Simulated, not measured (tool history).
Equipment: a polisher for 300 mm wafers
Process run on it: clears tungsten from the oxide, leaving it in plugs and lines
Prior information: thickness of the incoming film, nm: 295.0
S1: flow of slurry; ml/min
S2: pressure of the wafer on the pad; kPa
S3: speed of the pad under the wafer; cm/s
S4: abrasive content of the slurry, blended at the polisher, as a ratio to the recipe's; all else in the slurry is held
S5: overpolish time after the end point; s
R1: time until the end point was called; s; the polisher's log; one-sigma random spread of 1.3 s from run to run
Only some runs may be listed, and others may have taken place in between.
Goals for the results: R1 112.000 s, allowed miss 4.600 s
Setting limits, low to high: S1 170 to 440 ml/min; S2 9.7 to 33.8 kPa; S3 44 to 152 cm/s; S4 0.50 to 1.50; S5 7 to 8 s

run	hour	S1	S2	S3	S4	S5	R1
1	0.0	280	21.4	98	1.00	8	70.502
2	6.2	280	24.1	98	1.00	8	63.917
3	14.1	280	24.1	122	1.00	8	51.242
4	20.5	345	24.1	122	1.00	8	48.895
5	27.6	345	24.1	144	1.00	8	42.282
6	33.6	345	21.4	144	1.00	8	47.011
7	42.2	345	21.4	144	1.00	8	46.860
8	45.0	340	17.9	132	1.00	8	59.150
9	50.0	330	15.9	122	1.00	8	69.636
10	57.4	325	13.8	114	1.00	8	86.346
11	64.5	325	12.4	112	1.00	8	92.450
12	68.1	325	11.7	110	1.00	8	97.392
13	71.6	325	11.0	108	1.00	8	104.950

Of the 5 settings listed for the next run, only one would bring every result within its allowed miss of target. Which one?
A	75.1	295	12.4	96	0.85	8	?
B	75.1	335	10.3	120	1.15	8	?
C	75.1	245	13.1	116	0.85	8	?
D	75.1	310	13.8	96	1.10	7	?
E	75.1	285	11.0	94	1.05	8	?

move	R1
A	114.740
B	96.362
C	93.636
D	98.922
E	121.320
A: in spec on every target
B: the biggest miss grows against the last run
C: the biggest miss grows against the last run
D: the biggest miss grows against the last run
E: the result that was furthest off in the last run now lies on the other side of its target
Answer: A
